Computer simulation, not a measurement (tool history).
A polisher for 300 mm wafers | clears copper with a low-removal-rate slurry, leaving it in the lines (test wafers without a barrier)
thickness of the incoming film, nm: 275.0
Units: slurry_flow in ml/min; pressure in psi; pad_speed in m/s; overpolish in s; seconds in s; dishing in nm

run,hour,slurry_flow,pressure,pad_speed,slurry_solids,overpolish,seconds,dishing
1,0.0,240,3.4,0.82,1.0,26,85.405,47.311
2,2.9,240,3.4,0.82,1.0,22,86.012,41.240
3,7.6,235,2.9,0.82,1.0,26,99.013,41.516
4,8.2,190,2.9,0.82,1.0,26,103.110,40.493
5,15.1,190,2.9,0.82,1.0,20,104.440,33.090
6,17.2,180,2.7,0.80,1.0,25,110.350,37.649

Run 7 comes next. What will it give?
7,19.0,180,2.5,0.80,1.0,28,?,?

seconds: 118.290 s
dishing: 37.279 nm
